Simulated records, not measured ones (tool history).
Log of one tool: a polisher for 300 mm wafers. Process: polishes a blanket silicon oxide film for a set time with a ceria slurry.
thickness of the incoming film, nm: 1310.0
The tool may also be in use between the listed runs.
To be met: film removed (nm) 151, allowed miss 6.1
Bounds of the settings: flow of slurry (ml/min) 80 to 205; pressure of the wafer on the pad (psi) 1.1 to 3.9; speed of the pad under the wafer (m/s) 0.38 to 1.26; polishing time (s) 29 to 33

run  hour  flow of slurry (ml/min)  pressure of the wafer on the pad (psi)  speed of the pad under the wafer (m/s)  polishing time (s)  film removed (nm)
  1     0                      135                                     2.5                                    0.82                  33             92.226
  2   5.9                      135                                     2.5                                    0.94                  33             103.78
  3  13.3                      135                                     2.5                                    0.78                  33             87.213
  4  17.7                      135                                     2.5                                    0.78                  33             87.698
  5  24.9                      105                                     2.5                                    0.78                  33             84.154
  6  27.9                      110                                     2.9                                    0.78                  33              96.66
  7  33.5                      115                                     3.2                                     0.8                  33             109.97
  8  37.5                      120                                     3.4                                    0.82                  33             122.91

Which of these 4 next moves meets every target?
  A  41.5                      115                                     3.5                                    1.02                  33                  ?
  B  41.5                      130                                     3.5                                     0.8                  32                  ?
  C  41.5                      110                                     3.9                                    0.54                  31                  ?
  D  41.5                      130                                     3.1                                     0.7                  30                  ?

move  film removed (nm)
   A             150.37
   B              120.4
   C             88.331
   D             89.032
A: meets every target
B: further off than the last run
C: further off than the last run
D: further off than the last run
Move A is the one to make.
